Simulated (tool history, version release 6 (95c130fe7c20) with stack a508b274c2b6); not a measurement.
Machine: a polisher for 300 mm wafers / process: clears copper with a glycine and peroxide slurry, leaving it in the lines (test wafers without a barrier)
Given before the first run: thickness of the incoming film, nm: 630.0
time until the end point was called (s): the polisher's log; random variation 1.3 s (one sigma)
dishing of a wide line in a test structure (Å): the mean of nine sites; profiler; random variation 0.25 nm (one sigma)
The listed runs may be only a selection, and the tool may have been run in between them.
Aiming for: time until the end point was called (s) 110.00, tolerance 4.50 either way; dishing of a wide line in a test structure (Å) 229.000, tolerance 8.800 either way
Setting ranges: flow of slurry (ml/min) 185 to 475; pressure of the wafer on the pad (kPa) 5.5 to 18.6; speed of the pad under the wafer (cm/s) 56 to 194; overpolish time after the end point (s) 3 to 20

| run | day | flow of slurry (ml/min) | pressure of the wafer on the pad (kPa) | speed of the pad under the wafer (cm/s) | overpolish time after the end point (s) | time until the end point was called (s) | dishing of a wide line in a test structure (Å) |
|---|---|---|---|---|---|---|---|
| 1 | 0.000 | 305 | 11.7 | 124 | 10 | 165.08 | 183.170 |
| 2 | 0.042 | 305 | 11.7 | 124 | 6 | 162.55 | 130.050 |
| 3 | 0.104 | 305 | 12.4 | 126 | 7 | 152.42 | 150.990 |
| 4 | 0.433 | 340 | 12.4 | 126 | 7 | 152.51 | 149.880 |
| 5 | 0.550 | 340 | 12.4 | 126 | 3 | 152.50 | 80.980 |
| 6 | 0.642 | 340 | 10.3 | 126 | 3 | 171.15 | 71.581 |
| 7 | 0.938 | 320 | 11.7 | 126 | 3 | 162.91 | 76.847 |
| 8 | 1.296 | 310 | 12.4 | 128 | 4 | 154.97 | 102.660 |
| 9 | 1.662 | 225 | 15.9 | 126 | 5 | 128.79 | 132.810 |
| 10 | 2.012 | 200 | 16.5 | 148 | 10 | 111.07 | 206.960 |
| 11 | 2.246 | 200 | 17.2 | 146 | 11 | 110.25 | 214.500 |
| 12 | 2.296 | 200 | 17.2 | 146 | 11 | 110.42 | 219.560 |

Which of these 4 next moves meets every target?
| A | 2.346 | 185 | 17.9 | 144 | 10 | ? | ? |
| B | 2.346 | 240 | 17.2 | 144 | 12 | ? | ? |
| C | 2.346 | 225 | 17.2 | 140 | 10 | ? | ? |
| D | 2.346 | 215 | 16.5 | 150 | 10 | ? | ? |

| move | time until the end point was called (s) | dishing of a wide line in a test structure (Å) |
|---|---|---|
| A | 109.21 | 208.350 |
| B | 109.15 | 221.980 |
| C | 112.64 | 206.830 |
| D | 110.41 | 207.650 |
A: moves away from the targets compared with the last run
B: every result within its allowed miss
C: moves away from the targets compared with the last run
D: moves away from the targets compared with the last run
The right move is B.
